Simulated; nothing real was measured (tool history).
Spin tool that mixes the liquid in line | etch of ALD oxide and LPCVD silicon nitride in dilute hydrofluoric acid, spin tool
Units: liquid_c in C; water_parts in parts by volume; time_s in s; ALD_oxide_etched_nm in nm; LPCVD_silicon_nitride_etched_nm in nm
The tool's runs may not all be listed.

run	hour	liquid_c	water_parts	time_s	ALD_oxide_etched_nm	LPCVD_silicon_nitride_etched_nm
1	0	25	130	180	39.868	0.65998
2	6.5	25	130	105	23.128	0.35338
3	13.3	27.5	105	105	32.4	0.56768
4	20.8	29.5	105	105	35.242	0.57868
5	28	32.5	105	105	39.244	0.72328
6	30	33	105	105	39.694	0.7525

Forecast run 7:
# hour 35.2: hydrofluoric acid flow meter replaced
7	35.2	33	90	105	?	?

{"run 7": {"ALD_oxide_etched_nm": 51.992, "LPCVD_silicon_nitride_etched_nm": 0.95854}}
